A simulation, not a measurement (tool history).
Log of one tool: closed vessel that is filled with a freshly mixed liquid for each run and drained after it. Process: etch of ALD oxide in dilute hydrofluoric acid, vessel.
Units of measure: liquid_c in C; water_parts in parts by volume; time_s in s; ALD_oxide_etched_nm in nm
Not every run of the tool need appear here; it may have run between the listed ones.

Run 1, hour 0: liquid_c 23 C, water_parts 65 parts by volume, time_s 95 s. Result: ALD_oxide_etched_nm 18.165 nm.
Run 2, hour 1.5: liquid_c 23 C, water_parts 50 parts by volume, time_s 95 s. Result: ALD_oxide_etched_nm 24.655 nm.
Run 3, hour 9.5: liquid_c 23 C, water_parts 50 parts by volume, time_s 100 s. Result: ALD_oxide_etched_nm 25.776 nm.
Run 4, hour 17.1: liquid_c 21 C, water_parts 55 parts by volume, time_s 100 s. Result: ALD_oxide_etched_nm 21.343 nm.
Run 5, hour 18.6: liquid_c 19 C, water_parts 55 parts by volume, time_s 100 s. Result: ALD_oxide_etched_nm 19.715 nm.
Run 6, hour 21.1: liquid_c 18.5 C, water_parts 60 parts by volume, time_s 100 s. Result: ALD_oxide_etched_nm 17.62 nm.
Run 7, hour 28.6: liquid_c 18 C, water_parts 65 parts by volume, time_s 100 s. Result: ALD_oxide_etched_nm 15.701 nm.
Run 8, hour 37.8: liquid_c 17.5 C, water_parts 65 parts by volume, time_s 100 s. Result: ALD_oxide_etched_nm 15.583 nm.
Run 9, hour 45: liquid_c 17 C, water_parts 65 parts by volume, time_s 100 s. Result: ALD_oxide_etched_nm 15.124 nm.

Run 10 comes next. What will it give?
Run 10, hour 51.9: liquid_c 17 C, water_parts 70 parts by volume, time_s 100 s. Result: ALD_oxide_etched_nm ?.

{"run 10": {"ALD_oxide_etched_nm": 13.925}}

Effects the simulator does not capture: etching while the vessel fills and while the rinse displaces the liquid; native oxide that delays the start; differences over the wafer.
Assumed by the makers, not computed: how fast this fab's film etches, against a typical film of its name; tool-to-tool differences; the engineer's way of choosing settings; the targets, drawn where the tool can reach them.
